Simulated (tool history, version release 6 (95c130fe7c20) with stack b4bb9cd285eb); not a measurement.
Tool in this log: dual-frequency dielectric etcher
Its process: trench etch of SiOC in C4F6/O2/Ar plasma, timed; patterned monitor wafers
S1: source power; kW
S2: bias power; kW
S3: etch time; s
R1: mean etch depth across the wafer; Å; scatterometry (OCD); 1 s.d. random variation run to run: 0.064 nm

run	day	S1	S2	S3	R1
1	0.000	0.410	0.156	8.0	157.08
2	0.250	0.410	0.156	7.5	146.66
3	0.379	0.410	0.156	8.0	155.60
4	0.479	0.360	0.156	8.0	149.34
5	0.729	0.350	0.155	8.0	146.29
6	1.104	0.410	0.155	8.0	157.09
7	1.467	0.390	0.153	8.0	153.00

Run 8 has not been measured yet. What should we expect?
8	1.675	0.370	0.151	8.0	?

R1: 148.86 Å
